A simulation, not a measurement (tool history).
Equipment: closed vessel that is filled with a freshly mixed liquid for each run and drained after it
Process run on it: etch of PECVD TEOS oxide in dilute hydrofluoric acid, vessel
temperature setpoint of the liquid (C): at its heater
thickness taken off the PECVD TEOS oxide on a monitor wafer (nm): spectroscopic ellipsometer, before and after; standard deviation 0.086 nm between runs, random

run,hour,temperature setpoint of the liquid (C),parts of water to one part of 49 % hydrofluoric acid (parts by volume),time in the liquid (s),thickness taken off the PECVD TEOS oxide on a monitor wafer (nm)
1,0.0,23.0,125,30,3.2085
2,7.6,26.0,125,30,3.6558
3,10.7,27.5,100,30,4.9396
4,16.3,25.0,100,30,4.4912
5,24.6,26.5,85,30,5.5700
6,25.2,26.5,85,30,5.6904
7,33.5,27.5,75,30,6.7205
8,40.7,27.5,75,30,6.7377
# hour 45.6: thermometer replaced
9,45.6,28.5,70,30,8.1929
10,52.2,29.0,70,30,8.4281

Predict the results of run 11:
11,58.4,29.5,70,30,?

thickness taken off the PECVD TEOS oxide on a monitor wafer (nm): 8.5692

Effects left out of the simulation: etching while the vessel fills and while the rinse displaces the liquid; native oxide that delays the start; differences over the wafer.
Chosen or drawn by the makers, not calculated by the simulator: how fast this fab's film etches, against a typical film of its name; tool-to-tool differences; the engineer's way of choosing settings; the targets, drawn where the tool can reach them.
